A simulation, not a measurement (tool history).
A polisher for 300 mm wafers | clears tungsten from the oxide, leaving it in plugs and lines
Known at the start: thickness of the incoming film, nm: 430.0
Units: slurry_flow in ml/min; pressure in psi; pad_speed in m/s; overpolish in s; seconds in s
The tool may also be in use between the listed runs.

| run | hour | slurry_flow | pressure | pad_speed | slurry_solids | overpolish | seconds |
|---|---|---|---|---|---|---|---|
| 1 | 0.0 | 200 | 4.3 | 1.12 | 1.0 | 9 | 65.016 |
| 2 | 8.9 | 200 | 4.0 | 1.12 | 1.0 | 9 | 70.217 |
| 3 | 13.1 | 200 | 3.8 | 1.12 | 1.0 | 9 | 75.217 |
| 4 | 18.6 | 230 | 3.8 | 1.12 | 1.0 | 9 | 70.525 |
| 5 | 26.6 | 220 | 3.7 | 1.12 | 1.0 | 9 | 75.350 |
| 6 | 32.6 | 220 | 3.7 | 1.12 | 1.2 | 9 | 72.640 |
| 7 | 40.5 | 215 | 3.6 | 1.12 | 1.2 | 9 | 73.836 |
| 8 | 48.1 | 210 | 3.5 | 1.12 | 1.2 | 9 | 76.030 |

Forecast run 9:
| 9 | 52.8 | 210 | 3.4 | 1.12 | 1.2 | 9 | ? |

seconds: 80.052 s

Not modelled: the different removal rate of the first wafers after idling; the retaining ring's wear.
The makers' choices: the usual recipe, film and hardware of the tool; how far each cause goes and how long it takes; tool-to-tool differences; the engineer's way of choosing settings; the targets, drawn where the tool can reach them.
